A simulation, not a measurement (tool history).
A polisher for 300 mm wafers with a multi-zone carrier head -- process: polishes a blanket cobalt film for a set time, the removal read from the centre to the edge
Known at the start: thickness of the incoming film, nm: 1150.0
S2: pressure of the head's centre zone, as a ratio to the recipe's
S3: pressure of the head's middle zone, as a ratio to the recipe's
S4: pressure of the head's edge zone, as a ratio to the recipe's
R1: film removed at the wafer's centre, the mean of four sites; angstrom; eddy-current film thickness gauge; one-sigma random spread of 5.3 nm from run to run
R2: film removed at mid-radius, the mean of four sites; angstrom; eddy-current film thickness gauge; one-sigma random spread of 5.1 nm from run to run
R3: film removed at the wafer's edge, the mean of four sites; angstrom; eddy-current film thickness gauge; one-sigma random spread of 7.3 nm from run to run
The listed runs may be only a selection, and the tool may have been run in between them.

{"run": 1, "hour": 0.0, "flow of slurry (ml/min)": 215, "S2": 1, "S3": 1, "S4": 1, "polishing time (s)": 84, "R1": 3878.5, "R2": 3790.4, "R3": 3833.4}
{"run": 2, "hour": 4.6, "flow of slurry (ml/min)": 215, "S2": 1.01, "S3": 1, "S4": 1.01, "polishing time (s)": 86, "R1": 3951.4, "R2": 3864.1, "R3": 3957}
{"run": 3, "hour": 8.9, "flow of slurry (ml/min)": 220, "S2": 1.02, "S3": 1, "S4": 1.02, "polishing time (s)": 87, "R1": 4079, "R2": 3941.5, "R3": 4055}
{"run": 4, "hour": 13.2, "flow of slurry (ml/min)": 225, "S2": 1.03, "S3": 1, "S4": 1.03, "polishing time (s)": 88, "R1": 4168.6, "R2": 3912.3, "R3": 3884.3}
{"run": 5, "hour": 14.9, "flow of slurry (ml/min)": 220, "S2": 1.03, "S3": 0.99, "S4": 1.03, "polishing time (s)": 90, "R1": 4251.2, "R2": 4077, "R3": 4018.8}
{"run": 6, "hour": 18.6, "flow of slurry (ml/min)": 225, "S2": 1.02, "S3": 0.97, "S4": 1.01, "polishing time (s)": 92, "R1": 4324.1, "R2": 4062.5, "R3": 4222.8}
{"run": 7, "hour": 21.8, "flow of slurry (ml/min)": 225, "S2": 1.02, "S3": 0.96, "S4": 1.01, "polishing time (s)": 94, "R1": 4505.9, "R2": 4141.8, "R3": 4198.1}
{"run": 8, "hour": 26.5, "flow of slurry (ml/min)": 220, "S2": 1.01, "S3": 0.95, "S4": 1.01, "polishing time (s)": 96, "R1": 4438.2, "R2": 4219.9, "R3": 4369.9}
{"run": 9, "hour": 33.4, "flow of slurry (ml/min)": 220, "S2": 1.01, "S3": 0.94, "S4": 1.01, "polishing time (s)": 97, "R1": 4470.2, "R2": 4171, "R3": 4274}
{"run": 10, "hour": 37.3, "flow of slurry (ml/min)": 225, "S2": 1, "S3": 0.93, "S4": 1.01, "polishing time (s)": 99, "R1": 4493.6, "R2": 4337.2, "R3": 4443.5}
{"run": 11, "hour": 40.4, "flow of slurry (ml/min)": 215, "S2": 1, "S3": 0.92, "S4": 1.01, "polishing time (s)": 101, "R1": 4599.9, "R2": 4315.9, "R3": 4652.2}

Expected results for the next run?
{"run": 12, "hour": 47.7, "flow of slurry (ml/min)": 210, "S2": 1, "S3": 0.92, "S4": 1.01, "polishing time (s)": 102, "R1": "?", "R2": "?", "R3": "?"}

{"run 12": {"R1": 4567.8, "R2": 4313.1, "R3": 4635}}
